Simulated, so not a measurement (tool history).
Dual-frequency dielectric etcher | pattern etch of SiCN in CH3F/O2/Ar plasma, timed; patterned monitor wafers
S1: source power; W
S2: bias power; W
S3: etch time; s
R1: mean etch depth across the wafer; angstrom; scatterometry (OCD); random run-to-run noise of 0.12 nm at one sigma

run	hour	S1	S2	S3	R1
1	0	410	66	81	298.25
2	3.4	470	66	81	317.56
3	4.7	470	66	84.5	334.03
4	11.4	470	77	84.5	360.31
5	18.8	440	77	84.5	351.53
# hour 26.4: wet clean of the chamber
6	26.4	440	66	84.5	334.67
7	32.9	400	62	84.5	306.4

Run 8 is up next; what results do you expect?
8	36.6	370	62	84.5	?

For run 8 the tool returned R1 298.7 angstrom.
